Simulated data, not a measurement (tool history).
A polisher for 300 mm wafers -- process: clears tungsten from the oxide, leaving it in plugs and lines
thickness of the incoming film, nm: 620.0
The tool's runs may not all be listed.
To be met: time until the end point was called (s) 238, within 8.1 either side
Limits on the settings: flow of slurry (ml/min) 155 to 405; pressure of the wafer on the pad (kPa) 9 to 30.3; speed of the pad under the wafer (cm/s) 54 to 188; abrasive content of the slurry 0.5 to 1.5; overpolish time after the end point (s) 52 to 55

run,hour,flow of slurry (ml/min),pressure of the wafer on the pad (kPa),speed of the pad under the wafer (cm/s),abrasive content of the slurry,overpolish time after the end point (s),time until the end point was called (s)
1,0,260,19.3,120,1,52,153.02
2,8,260,17.2,120,1,52,168.28
3,16.1,260,22.1,120,1,52,141.03
4,24.3,260,22.1,120,1.1,52,137.9
5,26.8,260,17.9,118,1.1,52,164.59
6,29.7,260,15.2,116,1.1,52,181.95
7,34.9,260,13.1,114,1.1,52,207.66
8,40.3,260,13.1,114,1.1,52,204.72
9,47.4,260,11.7,114,1.1,52,224.25

Of the 5 settings listed for the next run, only one would bring every result within its allowed miss of target. Which one?
A,54.5,160,13.1,120,1.45,55,?
B,54.5,165,12.4,106,1.15,52,?
C,54.5,310,11,126,1.15,52,?
D,54.5,315,10.3,136,1.2,55,?
E,54.5,325,15.9,100,1.05,52,?

move,time until the end point was called (s)
A,199.81
B,240.53
C,208.76
D,202.03
E,199.15
A: further off than the last run
B: all results land within tolerance of their targets
C: further off than the last run
D: further off than the last run
E: further off than the last run
The move that meets every target is B.
